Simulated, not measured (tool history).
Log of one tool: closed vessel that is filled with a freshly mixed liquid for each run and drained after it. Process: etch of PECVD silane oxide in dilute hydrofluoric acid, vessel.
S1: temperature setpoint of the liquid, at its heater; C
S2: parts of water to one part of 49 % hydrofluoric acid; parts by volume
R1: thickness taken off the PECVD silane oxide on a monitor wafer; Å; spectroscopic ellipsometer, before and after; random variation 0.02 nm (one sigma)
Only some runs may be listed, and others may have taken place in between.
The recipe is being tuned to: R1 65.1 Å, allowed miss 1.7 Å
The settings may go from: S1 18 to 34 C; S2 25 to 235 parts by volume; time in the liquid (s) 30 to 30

{"run": 1, "day": 0.0, "S1": 26, "S2": 130, "time in the liquid (s)": 30, "R1": 56.456}
{"run": 2, "day": 0.042, "S1": 26, "S2": 95, "time in the liquid (s)": 30, "R1": 80.773}
{"run": 3, "day": 0.217, "S1": 26, "S2": 95, "time in the liquid (s)": 30, "R1": 81.07}
{"run": 4, "day": 0.433, "S1": 25.5, "S2": 95, "time in the liquid (s)": 30, "R1": 79.613}
{"run": 5, "day": 0.492, "S1": 29, "S2": 95, "time in the liquid (s)": 30, "R1": 90.916}
{"run": 6, "day": 0.558, "S1": 28, "S2": 95, "time in the liquid (s)": 30, "R1": 87.869}
{"run": 7, "day": 0.858, "S1": 27, "S2": 95, "time in the liquid (s)": 30, "R1": 84.626}
{"run": 8, "day": 0.921, "S1": 26, "S2": 95, "time in the liquid (s)": 30, "R1": 80.786}
{"run": 9, "day": 1.2, "S1": 25.5, "S2": 95, "time in the liquid (s)": 30, "R1": 79.385}
{"run": 10, "day": 1.288, "S1": 25, "S2": 95, "time in the liquid (s)": 30, "R1": 78.145}
{"run": 11, "day": 1.421, "S1": 24.5, "S2": 95, "time in the liquid (s)": 30, "R1": 76.388}
{"run": 12, "day": 1.567, "S1": 24, "S2": 95, "time in the liquid (s)": 30, "R1": 74.649}
{"run": 13, "day": 1.617, "S1": 23.5, "S2": 95, "time in the liquid (s)": 30, "R1": 73.273}
{"run": 14, "day": 1.792, "S1": 23, "S2": 95, "time in the liquid (s)": 30, "R1": 72.062}

5 next moves are on the table. One of them brings every result within its allowed miss. Which?
{"run": "A", "day": 1.967, "S1": 24.5, "S2": 110, "time in the liquid (s)": 30, "R1": "?"}
{"run": "B", "day": 1.967, "S1": 22.5, "S2": 90, "time in the liquid (s)": 30, "R1": "?"}
{"run": "C", "day": 1.967, "S1": 24, "S2": 100, "time in the liquid (s)": 30, "R1": "?"}
{"run": "D", "day": 1.967, "S1": 24.5, "S2": 100, "time in the liquid (s)": 30, "R1": "?"}
{"run": "E", "day": 1.967, "S1": 22, "S2": 95, "time in the liquid (s)": 30, "R1": "?"}

move=A R1=64.568
move=B R1=74.669
move=C R1=70.499
move=D R1=71.906
move=E R1=68.911
A: meets every target
B: lands further from the targets than the last run did
C: an improvement on the last run, though not all results are within tolerance
D: as far off as the last run
E: an improvement on the last run, though not all results are within tolerance
A is the move that brings every result within its allowed miss.
